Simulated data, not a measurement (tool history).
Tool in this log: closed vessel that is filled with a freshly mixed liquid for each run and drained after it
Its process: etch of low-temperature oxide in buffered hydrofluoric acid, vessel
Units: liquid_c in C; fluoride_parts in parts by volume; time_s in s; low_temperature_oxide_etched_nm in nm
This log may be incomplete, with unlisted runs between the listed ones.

run,hour,liquid_c,fluoride_parts,time_s,low_temperature_oxide_etched_nm
1,0.0,24.0,16.5,100,215.81
2,1.9,24.0,20.5,100,177.31
3,4.0,22.0,20.5,100,158.87
4,9.0,20.5,20.5,100,147.62
5,13.8,20.5,17.0,100,174.53
6,19.5,19.5,18.0,100,156.90
7,24.7,18.5,19.0,100,139.62
8,32.7,18.0,19.5,100,132.42

Run 9 is up next; what results do you expect?
9,35.8,17.5,20.0,100,?

low_temperature_oxide_etched_nm: 126.05 nm
